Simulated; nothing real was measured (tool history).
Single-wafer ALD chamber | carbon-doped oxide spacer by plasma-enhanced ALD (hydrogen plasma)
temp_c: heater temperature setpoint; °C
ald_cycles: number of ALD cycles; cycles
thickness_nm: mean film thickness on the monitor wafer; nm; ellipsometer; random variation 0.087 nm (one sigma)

run 1 hour=0.0 | temp_c=375 ald_cycles=392 | thickness_nm=18.950
run 2 hour=9.2 | temp_c=375 ald_cycles=444 | thickness_nm=21.517
run 3 hour=18.7 | temp_c=375 ald_cycles=410 | thickness_nm=19.761
run 4 hour=25.8 | temp_c=365 ald_cycles=410 | thickness_nm=19.828
run 5 hour=28.5 | temp_c=365 ald_cycles=380 | thickness_nm=18.428
run 6 hour=33.6 | temp_c=370 ald_cycles=380 | thickness_nm=18.391

The next listed run, before its measurement:
run 7 hour=42.3 | temp_c=370 ald_cycles=361 | thickness_nm=?

thickness_nm: 17.376 nm
